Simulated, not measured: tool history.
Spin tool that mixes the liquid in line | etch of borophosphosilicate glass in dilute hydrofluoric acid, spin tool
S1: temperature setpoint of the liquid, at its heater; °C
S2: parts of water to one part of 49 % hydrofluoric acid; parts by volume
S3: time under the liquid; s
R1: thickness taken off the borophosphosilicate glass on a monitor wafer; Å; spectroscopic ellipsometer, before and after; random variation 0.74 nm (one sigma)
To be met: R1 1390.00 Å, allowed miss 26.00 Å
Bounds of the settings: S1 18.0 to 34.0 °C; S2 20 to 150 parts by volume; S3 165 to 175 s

{"run": 1, "day": 0.0, "S1": 26.0, "S2": 85, "S3": 165, "R1": 861.08}
{"run": 2, "day": 0.162, "S1": 24.0, "S2": 85, "S3": 165, "R1": 807.18}
{"run": 3, "day": 0.467, "S1": 24.0, "S2": 105, "S3": 165, "R1": 629.86}
{"run": 4, "day": 0.817, "S1": 26.0, "S2": 95, "S3": 165, "R1": 760.62}
{"run": 5, "day": 0.988, "S1": 24.0, "S2": 95, "S3": 165, "R1": 707.24}
{"run": 6, "day": 1.096, "S1": 24.0, "S2": 80, "S3": 165, "R1": 851.61}
{"run": 7, "day": 1.229, "S1": 26.0, "S2": 75, "S3": 165, "R1": 989.29}
{"run": 8, "day": 1.379, "S1": 27.5, "S2": 75, "S3": 165, "R1": 1046.5}
{"run": 9, "day": 1.754, "S1": 29.0, "S2": 75, "S3": 165, "R1": 1125.0}
{"run": 10, "day": 2.083, "S1": 30.0, "S2": 75, "S3": 165, "R1": 1161.6}

Which of these 4 next moves meets every target?
{"run": "A", "day": 2.412, "S1": 31.0, "S2": 70, "S3": 175, "R1": "?"}
{"run": "B", "day": 2.412, "S1": 31.5, "S2": 70, "S3": 165, "R1": "?"}
{"run": "C", "day": 2.412, "S1": 31.0, "S2": 70, "S3": 170, "R1": "?"}
{"run": "D", "day": 2.412, "S1": 24.5, "S2": 55, "S3": 165, "R1": "?"}

move=A R1=1376.90
move=B R1=1323.20
move=C R1=1337.60
move=D R1=1305.80
A: meets every target
B: nearer than the last run, and not there yet
C: nearer than the last run, and not there yet
D: nearer than the last run, and not there yet
Move A is the one to make.
